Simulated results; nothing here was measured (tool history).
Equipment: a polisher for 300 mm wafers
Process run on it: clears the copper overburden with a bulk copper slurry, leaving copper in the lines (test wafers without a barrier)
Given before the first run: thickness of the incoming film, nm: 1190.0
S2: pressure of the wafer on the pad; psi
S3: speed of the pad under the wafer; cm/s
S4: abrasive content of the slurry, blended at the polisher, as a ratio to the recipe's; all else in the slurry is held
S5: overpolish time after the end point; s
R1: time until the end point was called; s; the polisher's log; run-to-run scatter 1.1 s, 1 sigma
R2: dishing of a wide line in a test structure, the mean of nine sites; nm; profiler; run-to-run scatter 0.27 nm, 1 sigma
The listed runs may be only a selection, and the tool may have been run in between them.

{"run": 1, "hour": 0.0, "flow of slurry (ml/min)": 300, "S2": 2.4, "S3": 92, "S4": 1, "S5": 11, "R1": 135.66, "R2": 51.596}
{"run": 2, "hour": 5.1, "flow of slurry (ml/min)": 230, "S2": 2.4, "S3": 92, "S4": 1, "S5": 11, "R1": 137.5, "R2": 51.182}
{"run": 3, "hour": 7.3, "flow of slurry (ml/min)": 270, "S2": 2.2, "S3": 98, "S4": 1, "S5": 10, "R1": 137.99, "R2": 48.028}
{"run": 4, "hour": 10.3, "flow of slurry (ml/min)": 270, "S2": 2.2, "S3": 98, "S4": 1, "S5": 6, "R1": 140, "R2": 31.362}
{"run": 5, "hour": 15.2, "flow of slurry (ml/min)": 270, "S2": 2.2, "S3": 98, "S4": 1, "S5": 8, "R1": 139.73, "R2": 39.981}
{"run": 6, "hour": 17.0, "flow of slurry (ml/min)": 270, "S2": 2.6, "S3": 98, "S4": 1, "S5": 8, "R1": 119.63, "R2": 47.274}
{"run": 7, "hour": 22.5, "flow of slurry (ml/min)": 300, "S2": 2.4, "S3": 102, "S4": 1.1, "S5": 7, "R1": 120.1, "R2": 41.134}

Estimate the outcome of run 8 from the log above:
{"run": 8, "hour": 27.8, "flow of slurry (ml/min)": 325, "S2": 2.2, "S3": 104, "S4": 1.15, "S5": 6, "R1": "?", "R2": "?"}

R1: 125.42 s
R2: 34.671 nm

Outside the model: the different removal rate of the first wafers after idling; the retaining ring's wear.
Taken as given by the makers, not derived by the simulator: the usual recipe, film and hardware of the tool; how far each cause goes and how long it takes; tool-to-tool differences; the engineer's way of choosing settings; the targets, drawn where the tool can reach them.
